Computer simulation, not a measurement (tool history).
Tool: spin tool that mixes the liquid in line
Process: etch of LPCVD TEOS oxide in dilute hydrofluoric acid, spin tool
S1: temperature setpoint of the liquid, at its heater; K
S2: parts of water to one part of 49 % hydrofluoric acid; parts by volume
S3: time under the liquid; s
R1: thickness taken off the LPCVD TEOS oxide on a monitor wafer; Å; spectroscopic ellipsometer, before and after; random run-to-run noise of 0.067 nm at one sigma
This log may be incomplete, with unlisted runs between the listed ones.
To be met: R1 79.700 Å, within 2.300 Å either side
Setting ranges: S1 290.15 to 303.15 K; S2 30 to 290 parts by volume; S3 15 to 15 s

| run | hour | S1 | S2 | S3 | R1 |
|---|---|---|---|---|---|
| 1 | 0.0 | 295.15 | 160 | 15 | 40.898 |
| 2 | 7.6 | 297.65 | 145 | 15 | 49.449 |
| 3 | 11.5 | 299.15 | 145 | 15 | 53.572 |
| 4 | 18.9 | 300.15 | 135 | 15 | 59.854 |
| 5 | 26.2 | 301.15 | 130 | 15 | 64.356 |
| 6 | 28.1 | 301.65 | 125 | 15 | 68.066 |
| 7 | 31.3 | 302.15 | 120 | 15 | 73.446 |
| 8 | 35.3 | 302.65 | 120 | 15 | 74.998 |

Consider the 4 candidate settings below. Which is the only one whose results all fall within their allowed miss of target?
| A | 39.3 | 301.15 | 115 | 15 | ? |
| B | 39.3 | 303.15 | 125 | 15 | ? |
| C | 39.3 | 303.15 | 115 | 15 | ? |
| D | 39.3 | 302.15 | 120 | 15 | ? |

| move | R1 |
|---|---|
| A | 74.925 |
| B | 73.269 |
| C | 80.739 |
| D | 74.051 |
A: about as far from the targets as the last run
B: misses by more than the last run did
C: hits every target within its allowed miss
D: misses by more than the last run did
C meets every target.
